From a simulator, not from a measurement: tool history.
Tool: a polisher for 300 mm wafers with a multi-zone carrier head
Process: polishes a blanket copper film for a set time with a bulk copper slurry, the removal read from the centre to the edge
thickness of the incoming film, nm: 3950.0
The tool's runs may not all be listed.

run  hour  flow of slurry (ml/min)  pressure of the head's centre zone  pressure of the head's middle zone  pressure of the head's edge zone  abrasive content of the slurry  polishing time (s)  film removed at the wafer's centre (angstrom)  film removed at mid-radius (angstrom)  film removed at the wafer's edge (angstrom)
  1     0                      195                                   1                                   1                                 1                               1                  68                                          10932                                  10729                                        10297
  2   7.6                      195                                   1                                   1                                 1                               1                  58                                           9422                                 9266.3                                       9023.6
  3  12.3                      195                                   1                                   1                              1.04                               1                  58                                           9348                                 9285.6                                       9171.7
  4    13                      200                                0.99                                1.02                              1.08                            1.15                  62                                          10226                                  10097                                        10078
  5  19.5                      205                                0.97                                1.04                               1.1                            1.25                  66                                          10855                                  11363                                        11592
  6  22.8                      220                                0.98                                1.06                              1.11                             1.3                  66                                          11368                                  11856                                        11846
  7  28.5                      235                                0.98                                1.07                              1.12                            1.35                  66                                          11501                                  11901                                        11497

The next listed run, before its measurement:
  8  32.4                      225                                0.98                                1.08                              1.13                             1.4                  67                                              ?                                      ?                                            ?

{"run 8": {"film removed at the wafer's centre (angstrom)": 11682, "film removed at mid-radius (angstrom)": 12343, "film removed at the wafer's edge (angstrom)": 11905}}

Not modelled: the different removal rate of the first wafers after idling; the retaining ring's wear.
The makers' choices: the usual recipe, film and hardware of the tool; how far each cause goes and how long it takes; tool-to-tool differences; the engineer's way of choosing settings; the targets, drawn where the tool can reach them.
